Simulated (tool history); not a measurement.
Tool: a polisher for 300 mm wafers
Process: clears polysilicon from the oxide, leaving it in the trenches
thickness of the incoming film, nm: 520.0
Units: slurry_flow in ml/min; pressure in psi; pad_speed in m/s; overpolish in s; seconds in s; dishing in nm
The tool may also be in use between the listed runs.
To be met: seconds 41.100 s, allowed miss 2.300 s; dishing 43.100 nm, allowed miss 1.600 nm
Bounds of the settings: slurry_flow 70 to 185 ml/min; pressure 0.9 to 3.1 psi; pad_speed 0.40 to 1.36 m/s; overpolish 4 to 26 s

Run 1, hour 0.0: slurry_flow 120 ml/min, pressure 2.0 psi, pad_speed 0.88 m/s, overpolish 13 s. Result: seconds 64.318 s, dishing 41.453 nm.
Run 2, hour 1.3: slurry_flow 120 ml/min, pressure 2.0 psi, pad_speed 0.78 m/s, overpolish 13 s. Result: seconds 68.270 s, dishing 39.753 nm.
Run 3, hour 9.1: slurry_flow 125 ml/min, pressure 2.3 psi, pad_speed 0.80 m/s, overpolish 13 s. Result: seconds 61.058 s, dishing 40.717 nm.
Run 4, hour 15.1: slurry_flow 105 ml/min, pressure 2.3 psi, pad_speed 0.80 m/s, overpolish 13 s. Result: seconds 64.196 s, dishing 40.448 nm.
Run 5, hour 17.6: slurry_flow 115 ml/min, pressure 2.6 psi, pad_speed 0.82 m/s, overpolish 13 s. Result: seconds 56.323 s, dishing 41.561 nm.
Run 6, hour 20.1: slurry_flow 120 ml/min, pressure 2.8 psi, pad_speed 0.86 m/s, overpolish 12 s. Result: seconds 49.481 s, dishing 41.568 nm.
Run 7, hour 22.1: slurry_flow 125 ml/min, pressure 2.9 psi, pad_speed 0.88 m/s, overpolish 12 s. Result: seconds 47.876 s, dishing 43.131 nm.
Run 8, hour 30.3: slurry_flow 125 ml/min, pressure 3.0 psi, pad_speed 0.92 m/s, overpolish 11 s. Result: seconds 44.068 s, dishing 42.681 nm.

Which of these 4 next moves meets every target?
Run A, hour 38.5: slurry_flow 120 ml/min, pressure 3.0 psi, pad_speed 1.18 m/s, overpolish 10 s. Result: seconds ?, dishing ?.
Run B, hour 38.5: slurry_flow 100 ml/min, pressure 3.1 psi, pad_speed 0.88 m/s, overpolish 9 s. Result: seconds ?, dishing ?.
Run C, hour 38.5: slurry_flow 135 ml/min, pressure 3.0 psi, pad_speed 0.96 m/s, overpolish 8 s. Result: seconds ?, dishing ?.
Run D, hour 38.5: slurry_flow 145 ml/min, pressure 3.1 psi, pad_speed 0.90 m/s, overpolish 12 s. Result: seconds ?, dishing ?.

move  seconds  dishing
   A   35.611   43.301
   B   48.094   40.409
   C   41.284   40.745
   D   41.686   43.409
A: takes the result that was furthest off past its target
B: further off than the last run
C: brings the result that was furthest off to its target, and leaves another outside
D: meets every target
The right move is D.
